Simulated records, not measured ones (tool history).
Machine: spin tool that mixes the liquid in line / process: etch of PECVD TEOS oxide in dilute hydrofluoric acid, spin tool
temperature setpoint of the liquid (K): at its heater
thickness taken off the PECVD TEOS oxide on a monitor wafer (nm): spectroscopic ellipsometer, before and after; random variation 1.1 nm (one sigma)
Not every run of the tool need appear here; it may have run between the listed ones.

run,hour,temperature setpoint of the liquid (K),parts of water to one part of 49 % hydrofluoric acid (parts by volume),time under the liquid (s),thickness taken off the PECVD TEOS oxide on a monitor wafer (nm)
1,0.0,294.15,75,175,42.092
2,2.2,294.15,75,175,41.614
3,9.2,294.15,75,185,43.591
4,14.8,294.15,55,185,61.634
5,16.4,294.15,55,185,61.078
6,23.7,294.15,80,185,40.746
7,28.3,296.15,70,185,52.650
8,29.6,297.65,60,185,63.992
9,37.5,298.65,55,185,75.306
10,39.0,299.65,50,185,85.216
11,39.6,300.15,45,185,96.574
12,41.6,302.15,40,185,119.740

What does the tool deliver on the next run?
13,48.4,301.65,40,185,?

Run 13 came out at thickness taken off the PECVD TEOS oxide on a monitor wafer (nm) 118.290.

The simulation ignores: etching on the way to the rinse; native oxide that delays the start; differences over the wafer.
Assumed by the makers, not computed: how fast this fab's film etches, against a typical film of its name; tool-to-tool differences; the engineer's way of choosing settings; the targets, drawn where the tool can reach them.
